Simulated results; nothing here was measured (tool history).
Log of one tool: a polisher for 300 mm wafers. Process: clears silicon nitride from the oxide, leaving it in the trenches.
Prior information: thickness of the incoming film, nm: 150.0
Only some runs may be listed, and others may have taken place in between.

run,hour,flow of slurry (ml/min),pressure of the wafer on the pad (kPa),speed of the pad under the wafer (cm/s),overpolish time after the end point (s),time until the end point was called (s)
1,0,140,22.8,100,23,149.9
2,4.9,140,22.8,100,24,149.69
3,8.1,135,21.4,100,24,158.88
4,15,135,20,100,24,168.91
5,20.8,135,24.8,100,24,136.57
6,26.5,135,24.8,112,24,126.46
7,31.7,110,17.9,110,24,186.05

Run 8 has not been measured yet. What should we expect?
8,38.2,110,17.9,110,24,?

{"run 8": {"time until the end point was called (s)": 183.33}}
